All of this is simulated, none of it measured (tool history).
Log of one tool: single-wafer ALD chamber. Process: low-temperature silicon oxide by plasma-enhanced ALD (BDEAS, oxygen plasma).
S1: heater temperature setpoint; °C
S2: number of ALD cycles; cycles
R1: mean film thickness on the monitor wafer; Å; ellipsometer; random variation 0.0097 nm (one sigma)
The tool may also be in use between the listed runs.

{"run": 1, "hour": 0.0, "S1": 110, "S2": 23, "R1": 31.14}
{"run": 2, "hour": 5.5, "S1": 112, "S2": 22, "R1": 29.663}
{"run": 3, "hour": 10.4, "S1": 112, "S2": 25, "R1": 33.712}
{"run": 4, "hour": 13.7, "S1": 115, "S2": 23, "R1": 30.935}
{"run": 5, "hour": 19.6, "S1": 115, "S2": 24, "R1": 32.283}
{"run": 6, "hour": 23.0, "S1": 122, "S2": 24, "R1": 31.701}
{"run": 7, "hour": 29.9, "S1": 124, "S2": 22, "R1": 28.994}
{"run": 8, "hour": 34.7, "S1": 125, "S2": 21, "R1": 27.558}
{"run": 9, "hour": 39.6, "S1": 126, "S2": 20, "R1": 26.131}

Forecast run 10:
{"run": 10, "hour": 48.6, "S1": 127, "S2": 19, "R1": "?"}

Run 10 gave R1 24.871 Å.
